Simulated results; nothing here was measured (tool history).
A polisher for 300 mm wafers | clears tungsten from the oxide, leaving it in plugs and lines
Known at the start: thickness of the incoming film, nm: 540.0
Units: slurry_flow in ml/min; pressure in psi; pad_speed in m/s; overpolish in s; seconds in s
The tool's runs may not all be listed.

run  hour  slurry_flow  pressure  pad_speed  slurry_solids  overpolish  seconds
  1   0.0          120       4.9       1.00            1.0          25   80.128
  2   5.2          120       4.0       1.00            1.0          25   98.316
  3  10.2          135       4.0       1.00            1.0          25  100.160
  4  18.0          135       3.7       1.00            1.0          25  102.210
  5  20.6          135       3.7       1.16            1.0          25   91.040
  6  26.9          135       3.4       1.12            1.0          25  100.460
  7  31.3          135       3.2       1.10            1.0          25  106.950

Forecast run 8:
     32.2  -- slurry blender recalibrated
  8  32.2          135       3.0       1.08            1.0          25        ?

Run 8 gave seconds 110.210 s.
